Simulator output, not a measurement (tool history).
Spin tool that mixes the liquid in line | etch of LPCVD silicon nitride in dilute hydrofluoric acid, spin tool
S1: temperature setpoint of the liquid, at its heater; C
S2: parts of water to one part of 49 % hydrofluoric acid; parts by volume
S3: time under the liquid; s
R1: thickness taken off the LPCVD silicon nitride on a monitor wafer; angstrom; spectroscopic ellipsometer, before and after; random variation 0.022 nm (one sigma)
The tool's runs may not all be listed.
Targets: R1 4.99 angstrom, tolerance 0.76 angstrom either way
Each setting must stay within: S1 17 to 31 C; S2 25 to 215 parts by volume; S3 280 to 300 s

Run 1, day 0: S1 23 C, S2 120 parts by volume, S3 280 s. Result: R1 11.915 angstrom.
Run 2, day 0.212: S1 22.5 C, S2 130 parts by volume, S3 280 s. Result: R1 11.444 angstrom.
Run 3, day 0.454: S1 21.5 C, S2 145 parts by volume, S3 280 s. Result: R1 8.8507 angstrom.
Run 4, day 0.646: S1 21.5 C, S2 160 parts by volume, S3 280 s. Result: R1 8.5847 angstrom.
Run 5, day 0.921: S1 21 C, S2 165 parts by volume, S3 280 s. Result: R1 7.0461 angstrom.
Run 6, day 1.242: S1 21 C, S2 190 parts by volume, S3 280 s. Result: R1 6.3135 angstrom.
Run 7, day 1.55: S1 20.5 C, S2 190 parts by volume, S3 280 s. Result: R1 6.6284 angstrom.
Run 8, day 1.804: S1 20 C, S2 195 parts by volume, S3 280 s. Result: R1 5.4178 angstrom.

Exactly one of the 4 candidate moves below puts every result within its allowed miss. Which one?
Run A, day 2.058: S1 17 C, S2 185 parts by volume, S3 280 s. Result: R1 ?.
Run B, day 2.058: S1 22 C, S2 180 parts by volume, S3 280 s. Result: R1 ?.
Run C, day 2.058: S1 21 C, S2 185 parts by volume, S3 295 s. Result: R1 ?.
Run D, day 2.058: S1 22 C, S2 205 parts by volume, S3 280 s. Result: R1 ?.

move      R1
   A  4.9174
   B  7.0519
   C  6.7738
   D  6.2073
A: all results land within tolerance of their targets
B: further off than the last run
C: further off than the last run
D: further off than the last run
The move that meets every target is A.
